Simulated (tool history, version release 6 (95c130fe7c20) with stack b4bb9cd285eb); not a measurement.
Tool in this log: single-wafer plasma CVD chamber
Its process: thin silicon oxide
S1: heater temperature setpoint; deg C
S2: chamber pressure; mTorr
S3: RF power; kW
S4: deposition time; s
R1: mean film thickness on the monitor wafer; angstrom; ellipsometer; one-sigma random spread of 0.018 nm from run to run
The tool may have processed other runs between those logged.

{"run": 1, "hour": 0.0, "S1": 395, "S2": 805, "S3": 0.215, "S4": 5.08, "R1": 75.684}
{"run": 2, "hour": 2.2, "S1": 386, "S2": 805, "S3": 0.215, "S4": 5.08, "R1": 76.844}
{"run": 3, "hour": 9.3, "S1": 386, "S2": 757, "S3": 0.205, "S4": 5.05, "R1": 69.687}
{"run": 4, "hour": 13.1, "S1": 396, "S2": 757, "S3": 0.205, "S4": 5.05, "R1": 69.537}
{"run": 5, "hour": 16.2, "S1": 405, "S2": 757, "S3": 0.205, "S4": 5.05, "R1": 69.347}
{"run": 6, "hour": 19.0, "S1": 405, "S2": 717, "S3": 0.2, "S4": 5.03, "R1": 64.272}

Estimate the outcome of run 7 from the log above:
{"run": 7, "hour": 23.6, "S1": 405, "S2": 683, "S3": 0.195, "S4": 5.02, "R1": "?"}

R1: 59.884 angstrom

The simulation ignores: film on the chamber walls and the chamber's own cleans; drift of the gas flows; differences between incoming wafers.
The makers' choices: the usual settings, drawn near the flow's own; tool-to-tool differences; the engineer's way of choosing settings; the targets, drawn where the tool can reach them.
